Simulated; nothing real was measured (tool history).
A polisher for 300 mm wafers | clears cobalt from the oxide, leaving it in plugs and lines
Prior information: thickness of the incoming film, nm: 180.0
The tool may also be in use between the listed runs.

run  hour  flow of slurry (ml/min)  pressure of the wafer on the pad (kPa)  speed of the pad under the wafer (cm/s)  overpolish time after the end point (s)  time until the end point was called (s)  dishing of a wide line in a test structure (nm)
  1   0.0                      125                                    17.2                                      110                                       15                                   24.277                                           60.837
  2   6.8                      100                                    17.2                                      110                                       15                                   25.186                                           61.214
  3   7.3                      105                                    18.6                                      110                                       15                                   23.380                                           62.050
  4  15.0                      125                                    18.6                                      110                                       15                                   23.012                                           60.858
  5  20.3                      125                                    15.2                                      110                                       15                                   27.363                                           55.518
  6  22.6                      125                                    16.5                                      110                                       15                                   24.735                                           58.351
  7  27.1                      130                                    17.9                                      110                                       15                                   23.286                                           61.550

The next listed run, before its measurement:
  8  32.8                      130                                    19.3                                      110                                       15                                        ?                                                ?

time until the end point was called (s): 21.277
dishing of a wide line in a test structure (nm): 62.278
